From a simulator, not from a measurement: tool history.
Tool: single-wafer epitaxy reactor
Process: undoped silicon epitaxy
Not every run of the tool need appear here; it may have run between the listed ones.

run	hour	wafer temperature setpoint (pyrometer-controlled) (°C)	deposition time (s)	mean film thickness on the monitor wafer (angstrom)
1	0.0	630	352	373.60
2	4.5	639	352	469.42
3	6.7	639	389	522.77
4	10.7	633	389	449.73
5	16.3	627	389	381.97
6	18.5	633	389	447.71
7	27.2	635	389	470.91

What does the tool deliver on the next run?
8	33.3	636	389	?

Run 8 gave mean film thickness on the monitor wafer (angstrom) 483.58.

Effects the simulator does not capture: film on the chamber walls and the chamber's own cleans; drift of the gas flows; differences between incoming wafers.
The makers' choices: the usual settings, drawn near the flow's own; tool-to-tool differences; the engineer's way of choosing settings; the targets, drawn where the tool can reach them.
